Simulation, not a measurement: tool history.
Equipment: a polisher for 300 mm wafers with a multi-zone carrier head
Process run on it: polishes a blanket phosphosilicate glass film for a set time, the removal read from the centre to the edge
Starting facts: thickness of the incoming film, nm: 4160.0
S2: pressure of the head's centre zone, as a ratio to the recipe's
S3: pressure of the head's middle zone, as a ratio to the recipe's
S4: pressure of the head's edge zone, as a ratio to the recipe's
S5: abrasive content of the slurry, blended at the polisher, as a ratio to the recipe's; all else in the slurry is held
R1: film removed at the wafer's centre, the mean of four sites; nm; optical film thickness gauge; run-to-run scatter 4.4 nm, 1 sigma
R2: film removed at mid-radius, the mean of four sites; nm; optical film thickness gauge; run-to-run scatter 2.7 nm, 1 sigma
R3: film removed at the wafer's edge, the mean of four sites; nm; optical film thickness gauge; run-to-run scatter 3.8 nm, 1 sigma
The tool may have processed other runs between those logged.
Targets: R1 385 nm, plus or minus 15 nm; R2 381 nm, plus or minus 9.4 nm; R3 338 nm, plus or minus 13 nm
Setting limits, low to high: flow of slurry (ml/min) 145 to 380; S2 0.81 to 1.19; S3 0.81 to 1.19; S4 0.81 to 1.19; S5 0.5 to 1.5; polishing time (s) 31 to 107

Run 1, hour 0: flow of slurry (ml/min) 245, S2 1, S3 1, S4 1, S5 1, polishing time (s) 69. Result: R1 410.53 nm, R2 398.06 nm, R3 396.2 nm.
Run 2, hour 2.1: flow of slurry (ml/min) 240, S2 1, S3 1, S4 0.98, S5 1, polishing time (s) 69. Result: R1 404.04 nm, R2 402.15 nm, R3 398.11 nm.
Run 3, hour 4.9: flow of slurry (ml/min) 240, S2 1, S3 1, S4 0.98, S5 1.2, polishing time (s) 69. Result: R1 424.21 nm, R2 424.98 nm, R3 426.32 nm.
Run 4, hour 10.3: flow of slurry (ml/min) 240, S2 1, S3 1, S4 0.96, S5 1.15, polishing time (s) 69. Result: R1 432.74 nm, R2 421.14 nm, R3 416.94 nm.
Run 5, hour 16.2: flow of slurry (ml/min) 240, S2 1, S3 0.92, S4 0.96, S5 1.15, polishing time (s) 69. Result: R1 421.86 nm, R2 392.76 nm, R3 413.81 nm.
Run 6, hour 23: flow of slurry (ml/min) 240, S2 0.96, S3 0.92, S4 0.96, S5 1.15, polishing time (s) 69. Result: R1 412.27 nm, R2 387.55 nm, R3 417.15 nm.
Run 7, hour 28.7: flow of slurry (ml/min) 235, S2 0.96, S3 0.93, S4 0.94, S5 1.1, polishing time (s) 69. Result: R1 406.15 nm, R2 392.27 nm, R3 396.39 nm.
Run 8, hour 32.5: flow of slurry (ml/min) 230, S2 0.96, S3 0.93, S4 0.93, S5 1.1, polishing time (s) 69. Result: R1 407.26 nm, R2 388.04 nm, R3 396.92 nm.
Run 9, hour 34.9: flow of slurry (ml/min) 225, S2 0.96, S3 0.94, S4 0.92, S5 1.1, polishing time (s) 69. Result: R1 399.06 nm, R2 389.2 nm, R3 388.87 nm.
Run 10, hour 35.6: flow of slurry (ml/min) 220, S2 0.96, S3 0.94, S4 0.91, S5 1.1, polishing time (s) 69. Result: R1 401.02 nm, R2 391.99 nm, R3 397.38 nm.
Run 11, hour 39: flow of slurry (ml/min) 220, S2 0.96, S3 0.94, S4 0.91, S5 1.1, polishing time (s) 69. Result: R1 400.85 nm, R2 388 nm, R3 389.51 nm.
Run 12, hour 40.6: flow of slurry (ml/min) 220, S2 0.96, S3 0.94, S4 0.91, S5 1.1, polishing time (s) 69. Result: R1 393.47 nm, R2 391.32 nm, R3 389.39 nm.
Run 13, hour 44.3: flow of slurry (ml/min) 220, S2 0.97, S3 0.94, S4 0.9, S5 1.05, polishing time (s) 69. Result: R1 400.57 nm, R2 384.3 nm, R3 385.29 nm.
Run 14, hour 52: flow of slurry (ml/min) 220, S2 0.97, S3 0.95, S4 0.89, S5 1, polishing time (s) 69. Result: R1 385.57 nm, R2 378.71 nm, R3 380.21 nm.
Run 15, hour 54.3: flow of slurry (ml/min) 215, S2 1, S3 0.97, S4 0.88, S5 0.95, polishing time (s) 69. Result: R1 385.43 nm, R2 380.27 nm, R3 363.34 nm.
Run 16, hour 58.2: flow of slurry (ml/min) 215, S2 1.01, S3 0.97, S4 0.87, S5 0.95, polishing time (s) 69. Result: R1 392.62 nm, R2 375.99 nm, R3 366.93 nm.
Run 17, hour 66.4: flow of slurry (ml/min) 215, S2 1.01, S3 0.97, S4 0.87, S5 0.95, polishing time (s) 69. Result: R1 396.6 nm, R2 375.13 nm, R3 366.23 nm.
Run 18, hour 68.1: flow of slurry (ml/min) 215, S2 1.01, S3 0.98, S4 0.86, S5 0.95, polishing time (s) 69. Result: R1 394 nm, R2 378.35 nm, R3 367.63 nm.
Run 19, hour 70.8: flow of slurry (ml/min) 210, S2 1.02, S3 0.99, S4 0.85, S5 0.95, polishing time (s) 69. Result: R1 406.01 nm, R2 387.32 nm, R3 366.89 nm.
Run 20, hour 77.7: flow of slurry (ml/min) 205, S2 1.02, S3 1, S4 0.85, S5 0.95, polishing time (s) 69. Result: R1 396.32 nm, R2 380.55 nm, R3 369.47 nm.
Run 21, hour 80.9: flow of slurry (ml/min) 215, S2 1.02, S3 1, S4 0.85, S5 0.9, polishing time (s) 69. Result: R1 397.41 nm, R2 381.58 nm, R3 361.35 nm.
Run 22, hour 88.7: flow of slurry (ml/min) 220, S2 1.02, S3 1.01, S4 0.85, S5 0.9, polishing time (s) 69. Result: R1 392.76 nm, R2 387.54 nm, R3 357.48 nm.
Run 23, hour 91.3: flow of slurry (ml/min) 225, S2 1.02, S3 1.01, S4 0.85, S5 0.9, polishing time (s) 69. Result: R1 393.03 nm, R2 388.77 nm, R3 357.64 nm.
Run 24, hour 99.9: flow of slurry (ml/min) 230, S2 1.02, S3 1.01, S4 0.85, S5 0.9, polishing time (s) 69. Result: R1 395.34 nm, R2 391.83 nm, R3 361.67 nm.

Which single option among these 4 for the next run brings every result within its allowed miss of target? Just one does.
Run A, hour 108.5: flow of slurry (ml/min) 245, S2 1.02, S3 1.11, S4 0.84, S5 0.75, polishing time (s) 70. Result: R1 ?, R2 ?, R3 ?.
Run B, hour 108.5: flow of slurry (ml/min) 275, S2 1.06, S3 0.97, S4 0.83, S5 0.85, polishing time (s) 70. Result: R1 ?, R2 ?, R3 ?.
Run C, hour 108.5: flow of slurry (ml/min) 205, S2 0.97, S3 1.07, S4 0.83, S5 0.9, polishing time (s) 72. Result: R1 ?, R2 ?, R3 ?.
Run D, hour 108.5: flow of slurry (ml/min) 280, S2 1.05, S3 1.05, S4 0.86, S5 0.8, polishing time (s) 67. Result: R1 ?, R2 ?, R3 ?.

move      R1      R2      R3
   A  380.11  398.41  337.92
   B  419.41  377.51  357.02
   C  389.35  416.42  364.93
   D  389.68  378.24  338.62
A: the worst result of the last run now meets its target, but another is out of spec
B: its largest miss is bigger than the last run's
C: its largest miss is bigger than the last run's
D: all results in spec
D is the move that brings every result within its allowed miss.
